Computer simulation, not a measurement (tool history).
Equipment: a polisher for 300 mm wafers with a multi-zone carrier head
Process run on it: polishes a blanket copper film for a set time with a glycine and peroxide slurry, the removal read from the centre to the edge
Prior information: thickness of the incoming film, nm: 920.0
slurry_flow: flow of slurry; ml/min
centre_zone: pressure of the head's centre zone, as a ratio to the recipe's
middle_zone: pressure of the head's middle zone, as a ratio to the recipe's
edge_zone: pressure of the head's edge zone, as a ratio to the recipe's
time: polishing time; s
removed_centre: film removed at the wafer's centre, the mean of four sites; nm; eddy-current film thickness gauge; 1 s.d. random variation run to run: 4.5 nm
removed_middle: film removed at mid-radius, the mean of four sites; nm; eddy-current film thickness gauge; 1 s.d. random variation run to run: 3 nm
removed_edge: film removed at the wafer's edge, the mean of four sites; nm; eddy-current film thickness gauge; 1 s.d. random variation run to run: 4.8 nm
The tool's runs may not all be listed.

run,day,slurry_flow,centre_zone,middle_zone,edge_zone,time,removed_centre,removed_middle,removed_edge
1,0.000,120,1.00,1.00,1.00,65,290.21,290.57,286.68
2,0.121,120,1.00,1.00,1.00,58,258.25,262.90,257.07
3,0.408,120,1.00,1.07,1.00,58,256.83,274.17,257.75
4,0.567,120,0.94,1.07,1.00,58,241.31,274.42,257.80
5,0.596,120,0.94,1.07,1.05,58,240.42,276.11,264.77
6,0.892,120,0.94,1.07,1.05,74,300.93,354.93,332.54

Expected results for the next run?
7,1.254,130,0.96,1.07,1.07,74,?,?,?

{"run 7": {"removed_centre": 318.31, "removed_middle": 354.98, "removed_edge": 345.89}}

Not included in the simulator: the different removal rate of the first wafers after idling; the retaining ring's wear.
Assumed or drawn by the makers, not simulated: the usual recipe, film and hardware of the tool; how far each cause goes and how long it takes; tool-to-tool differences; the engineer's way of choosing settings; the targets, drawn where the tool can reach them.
